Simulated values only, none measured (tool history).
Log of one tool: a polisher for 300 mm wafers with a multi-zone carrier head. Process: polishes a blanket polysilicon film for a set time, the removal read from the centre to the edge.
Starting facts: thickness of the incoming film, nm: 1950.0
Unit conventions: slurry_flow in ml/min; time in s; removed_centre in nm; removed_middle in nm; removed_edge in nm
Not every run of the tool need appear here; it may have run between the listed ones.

run,hour,slurry_flow,centre_zone,middle_zone,edge_zone,time,removed_centre,removed_middle,removed_edge
1,0.0,215,1.00,1.00,1.00,75,485.55,475.25,476.59
2,2.6,215,1.00,1.08,1.00,75,483.26,508.47,479.86
3,9.8,215,1.00,1.08,0.96,75,480.36,514.42,465.20
4,13.8,215,1.00,1.04,0.96,75,481.31,493.93,464.43
5,17.5,215,1.00,1.04,1.04,75,484.73,493.96,480.03
6,25.2,200,0.95,0.99,1.05,74,447.25,468.09,473.83
7,28.7,190,0.92,0.94,1.06,73,422.69,445.38,466.66
8,34.4,190,0.92,0.94,1.06,73,419.73,441.15,473.04
9,43.3,180,0.91,0.91,1.05,72,409.70,419.40,462.35
10,48.7,170,0.90,0.89,1.05,72,403.90,404.74,459.49
11,53.2,165,0.89,0.88,1.05,72,396.64,404.32,460.13
12,54.2,160,0.88,0.87,1.05,72,388.29,396.93,453.06

Estimate the outcome of run 13 from the log above:
13,58.3,155,0.87,0.86,1.05,72,?,?,?

Run 13 came out at removed_centre 389.09 nm, removed_middle 388.60 nm, removed_edge 454.73 nm.
